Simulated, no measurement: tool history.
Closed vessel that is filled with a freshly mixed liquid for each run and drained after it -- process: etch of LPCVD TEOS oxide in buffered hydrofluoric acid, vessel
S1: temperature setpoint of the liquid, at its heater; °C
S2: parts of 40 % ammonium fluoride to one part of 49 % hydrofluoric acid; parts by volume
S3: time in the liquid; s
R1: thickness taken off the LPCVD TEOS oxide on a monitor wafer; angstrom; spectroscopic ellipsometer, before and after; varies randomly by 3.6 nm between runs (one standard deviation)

run	hour	S1	S2	S3	R1
1	0	25	20	100	1890
2	7.2	25	20	100	1918.6
3	9.2	28.5	20	100	2310.2
4	11.7	28.5	15.5	100	2948.2
5	19.5	28.5	15.5	100	2931.3
6	21.9	27	15.5	100	2725.2
7	29.9	27	15.5	100	2710.8
8	30.7	28	14.5	100	3036.7

Forecast run 9:
9	37.4	29	13.5	100	?

For run 9 the tool returned R1 3498.4 angstrom.
